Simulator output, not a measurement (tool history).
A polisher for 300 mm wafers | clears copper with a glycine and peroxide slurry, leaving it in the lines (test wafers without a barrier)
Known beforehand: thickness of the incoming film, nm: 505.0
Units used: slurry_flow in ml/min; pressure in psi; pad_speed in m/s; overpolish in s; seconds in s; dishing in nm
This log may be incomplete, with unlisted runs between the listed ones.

run	hour	slurry_flow	pressure	pad_speed	overpolish	seconds	dishing
1	0	120	1.7	0.96	19	140.41	45.25
2	6.4	110	1.5	0.94	16	155.08	37.338
3	13.1	110	1.5	1.06	16	145.09	38.743
4	19.7	110	1.2	1.06	16	161.57	35.907
5	20.5	120	1.1	0.94	14	170.26	30.121
6	25.3	130	1	0.84	12	179.49	24.623
7	29.8	140	1	0.76	11	175.19	22.463
8	38.1	150	1	0.7	10	190.27	20.287
9	44.7	155	1	0.66	9	185.79	18.023

The next listed run, before its measurement:
10	46	160	1	0.62	8	?	?

Run 10 yielded seconds 187.93 s, dishing 15.793 nm.

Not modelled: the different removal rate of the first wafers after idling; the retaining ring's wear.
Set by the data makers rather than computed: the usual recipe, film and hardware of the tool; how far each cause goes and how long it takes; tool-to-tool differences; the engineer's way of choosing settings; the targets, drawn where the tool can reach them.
